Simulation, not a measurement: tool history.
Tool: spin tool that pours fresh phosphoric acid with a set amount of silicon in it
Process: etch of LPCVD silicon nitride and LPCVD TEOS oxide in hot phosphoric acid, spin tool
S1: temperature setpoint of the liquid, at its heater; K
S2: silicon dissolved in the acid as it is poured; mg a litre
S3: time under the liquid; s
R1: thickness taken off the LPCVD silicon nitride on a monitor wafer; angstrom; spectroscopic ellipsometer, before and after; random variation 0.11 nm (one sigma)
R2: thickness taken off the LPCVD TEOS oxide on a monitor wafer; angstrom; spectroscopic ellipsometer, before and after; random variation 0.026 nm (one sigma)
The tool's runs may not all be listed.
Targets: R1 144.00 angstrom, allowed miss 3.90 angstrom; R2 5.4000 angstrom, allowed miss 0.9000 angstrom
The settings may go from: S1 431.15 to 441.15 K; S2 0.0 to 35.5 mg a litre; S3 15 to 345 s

run,hour,S1,S2,S3,R1,R2
1,0.0,436.15,15.5,175,192.53,6.9880
2,8.0,437.65,15.5,175,199.23,8.9120
3,15.0,435.65,15.5,175,187.56,6.9238
4,23.6,435.65,15.5,145,154.31,5.9531
5,24.9,435.65,15.5,185,200.46,7.9108
6,33.5,435.65,15.5,235,256.59,9.7397
7,35.8,434.65,13.0,205,213.80,8.2293
# hour 41.9: thermometer replaced
8,41.9,434.15,12.0,185,176.39,6.1979
9,50.8,433.65,8.0,185,172.44,6.2199
10,52.5,433.15,5.5,180,163.09,5.9804
11,57.1,432.65,3.5,175,156.49,5.7034

5 next moves are on the table. One of them brings every result within its allowed miss. Which?
A,61.7,431.65,3.0,165,?,?
B,61.7,432.15,6.5,170,?,?
C,61.7,431.15,7.0,200,?,?
D,61.7,439.15,0.0,140,?,?
E,61.7,438.15,0.0,140,?,?

move,R1,R2
A,144.26,5.4365
B,151.17,5.4226
C,171.93,5.8598
D,157.06,8.4568
E,152.00,7.8673
A: meets every target
B: nearer than the last run, and not there yet
C: further off than the last run
D: further off than the last run
E: nearer than the last run, and not there yet
The right move is A.

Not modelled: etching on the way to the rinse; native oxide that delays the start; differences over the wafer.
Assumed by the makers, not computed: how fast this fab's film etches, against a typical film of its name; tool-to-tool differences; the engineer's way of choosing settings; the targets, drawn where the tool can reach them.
